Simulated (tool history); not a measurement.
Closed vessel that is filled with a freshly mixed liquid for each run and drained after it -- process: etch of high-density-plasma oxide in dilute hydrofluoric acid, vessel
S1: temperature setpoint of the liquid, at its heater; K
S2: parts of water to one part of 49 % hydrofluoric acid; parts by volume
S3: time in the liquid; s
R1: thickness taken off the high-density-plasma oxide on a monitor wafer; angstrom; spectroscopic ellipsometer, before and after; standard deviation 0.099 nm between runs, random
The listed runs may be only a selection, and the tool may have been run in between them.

Run 1, hour 0.0: S1 294.15 K, S2 90 parts by volume, S3 445 s. Result: R1 224.19 angstrom.
Run 2, hour 7.2: S1 293.65 K, S2 95 parts by volume, S3 445 s. Result: R1 208.33 angstrom.
Run 3, hour 8.4: S1 296.15 K, S2 95 parts by volume, S3 445 s. Result: R1 231.92 angstrom.
Run 4, hour 14.4: S1 298.65 K, S2 95 parts by volume, S3 445 s. Result: R1 256.28 angstrom.
Run 5, hour 16.4: S1 298.65 K, S2 120 parts by volume, S3 445 s. Result: R1 196.93 angstrom.
Run 6, hour 24.2: S1 297.65 K, S2 120 parts by volume, S3 445 s. Result: R1 187.02 angstrom.
Run 7, hour 27.8: S1 297.15 K, S2 120 parts by volume, S3 445 s. Result: R1 185.02 angstrom.
Run 8, hour 31.0: S1 296.65 K, S2 120 parts by volume, S3 445 s. Result: R1 181.28 angstrom.
Run 9, hour 32.8: S1 296.15 K, S2 120 parts by volume, S3 445 s. Result: R1 175.62 angstrom.

Predict the results of run 10:
Run 10, hour 37.0: S1 295.65 K, S2 120 parts by volume, S3 445 s. Result: R1 ?.

{"run 10": {"R1": 173.8}}
